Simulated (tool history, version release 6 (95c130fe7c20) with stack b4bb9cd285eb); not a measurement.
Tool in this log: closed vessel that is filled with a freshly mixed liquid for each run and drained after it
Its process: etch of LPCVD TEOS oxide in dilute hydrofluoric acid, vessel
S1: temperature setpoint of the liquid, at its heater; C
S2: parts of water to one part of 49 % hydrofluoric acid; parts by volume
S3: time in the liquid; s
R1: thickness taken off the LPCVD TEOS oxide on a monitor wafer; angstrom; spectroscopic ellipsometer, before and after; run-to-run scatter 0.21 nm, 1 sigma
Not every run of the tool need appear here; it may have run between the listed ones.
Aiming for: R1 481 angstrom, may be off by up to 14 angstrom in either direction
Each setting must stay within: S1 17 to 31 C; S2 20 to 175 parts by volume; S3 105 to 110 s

run	day	S1	S2	S3	R1
1	0	23	95	105	376.1
2	0.058	23	60	105	626.82
3	0.267	21.5	60	105	586.49
4	0.546	21.5	30	105	1225.9
5	0.762	20.5	40	105	858.19
6	1.004	19	40	105	802.97
7	1.083	18.5	45	105	700.62
8	1.396	17	70	105	409.41
9	1.658	18	70	105	425.51
10	2.029	18.5	70	105	438.03

4 next moves are on the table. One of them brings every result within its allowed miss. Which?
A	2.4	19	80	110	?
B	2.4	18	75	105	?
C	2.4	18	65	110	?
D	2.4	18.5	75	105	?

move	R1
A	405.34
B	397.86
C	486.32
D	406.38
A: lands further from the targets than the last run did
B: lands further from the targets than the last run did
C: every result within its allowed miss
D: lands further from the targets than the last run did
Go with C: it meets all targets.
